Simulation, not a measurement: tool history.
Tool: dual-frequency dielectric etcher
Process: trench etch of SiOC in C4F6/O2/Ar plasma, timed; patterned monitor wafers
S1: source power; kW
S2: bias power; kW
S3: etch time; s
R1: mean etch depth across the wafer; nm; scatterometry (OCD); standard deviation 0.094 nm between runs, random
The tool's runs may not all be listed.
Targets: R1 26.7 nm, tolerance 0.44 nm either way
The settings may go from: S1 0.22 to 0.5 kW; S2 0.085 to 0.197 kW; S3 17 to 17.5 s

Run 1, hour 0: S1 0.36 kW, S2 0.141 kW, S3 17 s. Result: R1 30.669 nm.
Run 2, hour 7.6: S1 0.36 kW, S2 0.141 kW, S3 17 s. Result: R1 30.696 nm.
Run 3, hour 11.2: S1 0.36 kW, S2 0.141 kW, S3 17.5 s. Result: R1 31.527 nm.
Run 4, hour 20.1: S1 0.36 kW, S2 0.141 kW, S3 17.5 s. Result: R1 31.589 nm.
Run 5, hour 25.4: S1 0.32 kW, S2 0.137 kW, S3 17.5 s. Result: R1 29.906 nm.
Run 6, hour 32.9: S1 0.29 kW, S2 0.135 kW, S3 17.5 s. Result: R1 28.915 nm.
Run 7, hour 41: S1 0.29 kW, S2 0.135 kW, S3 17.5 s. Result: R1 28.821 nm.
Run 8, hour 42.8: S1 0.27 kW, S2 0.134 kW, S3 17.5 s. Result: R1 27.892 nm.
Run 9, hour 51.1: S1 0.26 kW, S2 0.133 kW, S3 17.5 s. Result: R1 27.639 nm.
Run 10, hour 53.2: S1 0.23 kW, S2 0.131 kW, S3 17.5 s. Result: R1 26.239 nm.

4 candidate next runs follow, results not yet known. Just one meets every target within its allowed miss. Identify it.
Run A, hour 55.3: S1 0.31 kW, S2 0.089 kW, S3 17 s. Result: R1 ?.
Run B, hour 55.3: S1 0.24 kW, S2 0.158 kW, S3 17.5 s. Result: R1 ?.
Run C, hour 55.3: S1 0.22 kW, S2 0.128 kW, S3 17.5 s. Result: R1 ?.
Run D, hour 55.3: S1 0.24 kW, S2 0.102 kW, S3 17.5 s. Result: R1 ?.

move      R1
   A  26.809
   B  27.784
   C   25.75
   D  25.543
A: in spec on every target
B: pushes the last run's worst result past its target
C: the biggest miss grows against the last run
D: the biggest miss grows against the last run
A is the move that brings every result within its allowed miss.
